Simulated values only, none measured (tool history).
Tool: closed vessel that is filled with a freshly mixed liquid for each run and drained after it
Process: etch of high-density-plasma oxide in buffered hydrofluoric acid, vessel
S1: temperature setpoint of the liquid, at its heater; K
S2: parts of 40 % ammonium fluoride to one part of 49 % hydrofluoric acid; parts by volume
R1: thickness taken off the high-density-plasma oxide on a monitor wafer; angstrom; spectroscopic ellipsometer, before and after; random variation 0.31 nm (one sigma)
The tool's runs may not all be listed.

Run 1, hour 0: S1 297.15 K, S2 18.5 parts by volume, time in the liquid (s) 30. Result: R1 219.35 angstrom.
Run 2, hour 2.1: S1 297.15 K, S2 16 parts by volume, time in the liquid (s) 30. Result: R1 253.96 angstrom.
Run 3, hour 8.2: S1 297.65 K, S2 16 parts by volume, time in the liquid (s) 30. Result: R1 264.07 angstrom.
Run 4, hour 12.8: S1 297.65 K, S2 16 parts by volume, time in the liquid (s) 30. Result: R1 263.78 angstrom.
Run 5, hour 20.3: S1 295.15 K, S2 16 parts by volume, time in the liquid (s) 30. Result: R1 230.35 angstrom.
Run 6, hour 24.8: S1 292.15 K, S2 16 parts by volume, time in the liquid (s) 30. Result: R1 193.8 angstrom.
Run 7, hour 28.7: S1 293.15 K, S2 16 parts by volume, time in the liquid (s) 30. Result: R1 207.39 angstrom.
Run 8, hour 35.5: S1 294.15 K, S2 16 parts by volume, time in the liquid (s) 30. Result: R1 215.98 angstrom.
Run 9, hour 43.4: S1 295.15 K, S2 16 parts by volume, time in the liquid (s) 30. Result: R1 231.05 angstrom.
Run 10, hour 49.3: S1 296.15 K, S2 16 parts by volume, time in the liquid (s) 30. Result: R1 239.67 angstrom.

The next listed run, before its measurement:
Run 11, hour 54.8: S1 297.15 K, S2 16 parts by volume, time in the liquid (s) 30. Result: R1 ?.

R1: 258.33 angstrom
